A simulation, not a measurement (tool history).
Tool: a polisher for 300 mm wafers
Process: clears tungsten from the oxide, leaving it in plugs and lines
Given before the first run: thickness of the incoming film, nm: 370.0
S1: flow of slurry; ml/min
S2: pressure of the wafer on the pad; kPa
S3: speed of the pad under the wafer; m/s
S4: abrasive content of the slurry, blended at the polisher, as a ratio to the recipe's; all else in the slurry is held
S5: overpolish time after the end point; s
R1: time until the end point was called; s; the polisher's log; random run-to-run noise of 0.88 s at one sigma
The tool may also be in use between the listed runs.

run  hour   S1    S2    S3   S4  S5      R1
  1     0  155  26.2   1.1    1  35   71.56
  2   8.3  155  26.2   1.1  1.1  35  70.498
  3    14  155  26.2  0.92  1.1  35  80.231
  4  22.3  155  26.2  0.92  1.1  37  81.254
  5  23.9  155  26.2  0.92  1.1  37  83.649
  6  28.8  155    29  0.94  1.1  37  72.414

Forecast run 7:
  7  29.4  155  31  0.96  1.1  37   ?

Run 7 yielded R1 66.961 s.
